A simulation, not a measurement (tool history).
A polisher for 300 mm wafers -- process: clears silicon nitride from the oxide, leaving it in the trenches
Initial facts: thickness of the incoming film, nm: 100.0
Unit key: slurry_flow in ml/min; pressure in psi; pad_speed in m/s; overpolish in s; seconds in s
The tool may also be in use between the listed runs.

run,hour,slurry_flow,pressure,pad_speed,overpolish,seconds
1,0.0,210,3.2,0.80,30,119.88
2,2.0,210,2.9,0.80,30,133.62
3,10.7,190,2.9,0.80,30,137.01
4,18.9,170,2.9,0.80,30,138.37
5,27.0,170,2.5,0.80,30,152.89
6,33.8,220,2.5,0.80,30,149.98
7,40.0,220,2.3,0.80,30,163.09

Forecast run 8:
8,46.8,220,1.5,0.78,30,?

seconds: 233.55 s

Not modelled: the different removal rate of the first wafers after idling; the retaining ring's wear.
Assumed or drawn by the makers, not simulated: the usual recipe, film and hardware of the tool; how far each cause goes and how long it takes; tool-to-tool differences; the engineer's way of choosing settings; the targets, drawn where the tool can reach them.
